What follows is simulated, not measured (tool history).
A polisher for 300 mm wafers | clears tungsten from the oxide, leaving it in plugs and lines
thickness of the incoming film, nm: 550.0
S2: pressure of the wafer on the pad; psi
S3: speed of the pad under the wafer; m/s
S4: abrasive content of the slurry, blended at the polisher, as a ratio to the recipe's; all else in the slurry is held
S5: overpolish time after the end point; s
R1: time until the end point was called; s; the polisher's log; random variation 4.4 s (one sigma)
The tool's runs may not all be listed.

run 1 hour=0.0 | flow_of_slurry_(ml/min)=245 S2=2.8 S3=1.16 S4=1.00 S5=10 | R1=160.19
run 2 hour=2.9 | flow_of_slurry_(ml/min)=245 S2=2.7 S3=1.16 S4=1.00 S5=10 | R1=167.32
run 3 hour=11.1 | flow_of_slurry_(ml/min)=245 S2=2.6 S3=1.16 S4=1.00 S5=10 | R1=173.50
run 4 hour=15.9 | flow_of_slurry_(ml/min)=190 S2=2.6 S3=1.16 S4=1.00 S5=10 | R1=178.17
run 5 hour=24.8 | flow_of_slurry_(ml/min)=190 S2=2.6 S3=1.16 S4=1.00 S5=8 | R1=179.37
run 6 hour=32.7 | flow_of_slurry_(ml/min)=190 S2=2.6 S3=1.16 S4=1.15 S5=8 | R1=170.09

Forecast run 7:
run 7 hour=38.6 | flow_of_slurry_(ml/min)=190 S2=2.6 S3=1.16 S4=1.15 S5=8 | R1=?

Run 7 gave R1 171.94 s.

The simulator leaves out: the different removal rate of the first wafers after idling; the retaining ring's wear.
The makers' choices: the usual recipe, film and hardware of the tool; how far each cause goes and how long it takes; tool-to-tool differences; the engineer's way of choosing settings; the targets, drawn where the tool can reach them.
